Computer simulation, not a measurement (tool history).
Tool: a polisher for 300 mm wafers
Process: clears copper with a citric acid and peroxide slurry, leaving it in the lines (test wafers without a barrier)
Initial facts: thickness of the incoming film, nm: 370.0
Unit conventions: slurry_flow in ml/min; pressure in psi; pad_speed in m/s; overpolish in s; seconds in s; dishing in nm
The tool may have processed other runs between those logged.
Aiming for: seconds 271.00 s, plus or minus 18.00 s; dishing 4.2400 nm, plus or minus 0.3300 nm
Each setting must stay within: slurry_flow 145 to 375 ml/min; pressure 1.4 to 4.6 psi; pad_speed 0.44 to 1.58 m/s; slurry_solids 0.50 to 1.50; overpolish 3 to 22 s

| run | hour | slurry_flow | pressure | pad_speed | slurry_solids | overpolish | seconds | dishing |
|---|---|---|---|---|---|---|---|---|
| 1 | 0.0 | 240 | 3.0 | 1.00 | 1.00 | 11 | 193.13 | 15.5900 |
| 2 | 4.4 | 240 | 2.8 | 0.98 | 1.00 | 10 | 209.32 | 13.3550 |
| 3 | 12.0 | 240 | 2.8 | 1.12 | 1.00 | 10 | 185.21 | 14.2950 |
| 4 | 15.0 | 260 | 2.8 | 1.12 | 1.00 | 10 | 184.77 | 15.0830 |
| 5 | 17.0 | 240 | 2.6 | 1.12 | 0.95 | 9 | 213.05 | 11.7280 |
| 6 | 23.4 | 275 | 2.6 | 1.12 | 0.95 | 9 | 200.08 | 12.4830 |
| 7 | 26.7 | 205 | 1.8 | 1.10 | 0.95 | 3 | 304.97 | 2.8174 |
| 8 | 33.7 | 220 | 1.8 | 1.10 | 0.95 | 3 | 288.74 | 2.8674 |
| 9 | 39.6 | 230 | 1.8 | 1.10 | 0.95 | 3 | 312.23 | 2.7908 |
| 10 | 46.9 | 235 | 1.9 | 1.10 | 0.95 | 3 | 273.20 | 3.0537 |
| 11 | 51.5 | 225 | 1.9 | 1.12 | 0.95 | 7 | 279.27 | 6.9600 |
| 12 | 52.8 | 230 | 1.9 | 1.08 | 1.00 | 7 | 281.37 | 6.9633 |
| 13 | 58.6 | 230 | 2.0 | 1.06 | 0.95 | 7 | 276.19 | 7.1113 |
| 14 | 67.1 | 225 | 2.0 | 1.04 | 1.00 | 7 | 274.77 | 7.2462 |
| 15 | 72.5 | 225 | 2.1 | 1.02 | 0.95 | 7 | 280.92 | 7.0468 |
| 16 | 77.8 | 225 | 2.1 | 1.02 | 1.00 | 7 | 274.30 | 7.2192 |
| 17 | 79.9 | 225 | 2.2 | 1.02 | 0.95 | 7 | 266.51 | 7.2399 |
| 18 | 85.6 | 225 | 2.1 | 1.04 | 1.00 | 7 | 267.50 | 7.5394 |
| 19 | 92.5 | 225 | 2.2 | 1.04 | 0.95 | 7 | 260.83 | 7.3456 |
| 20 | 99.6 | 225 | 2.6 | 0.96 | 0.70 | 3 | 251.24 | 3.5320 |

Which of these 5 next moves meets every target?
| A | 106.7 | 215 | 3.0 | 1.02 | 0.60 | 4 | ? | ? |
| B | 106.7 | 195 | 2.9 | 1.06 | 0.70 | 3 | ? | ? |
| C | 106.7 | 260 | 2.2 | 0.92 | 1.00 | 4 | ? | ? |
| D | 106.7 | 255 | 2.8 | 1.10 | 0.55 | 3 | ? | ? |
| E | 106.7 | 160 | 2.9 | 0.74 | 0.85 | 3 | ? | ? |

| move | seconds | dishing |
|---|---|---|
| A | 231.98 | 4.8868 |
| B | 225.58 | 3.7909 |
| C | 284.96 | 3.9910 |
| D | 235.38 | 3.6356 |
| E | 287.41 | 2.9887 |
A: takes the result that was furthest off past its target
B: misses by more than the last run did
C: hits every target within its allowed miss
D: moves toward the targets from the last run without getting all of them in spec
E: misses by more than the last run did
Answer: C

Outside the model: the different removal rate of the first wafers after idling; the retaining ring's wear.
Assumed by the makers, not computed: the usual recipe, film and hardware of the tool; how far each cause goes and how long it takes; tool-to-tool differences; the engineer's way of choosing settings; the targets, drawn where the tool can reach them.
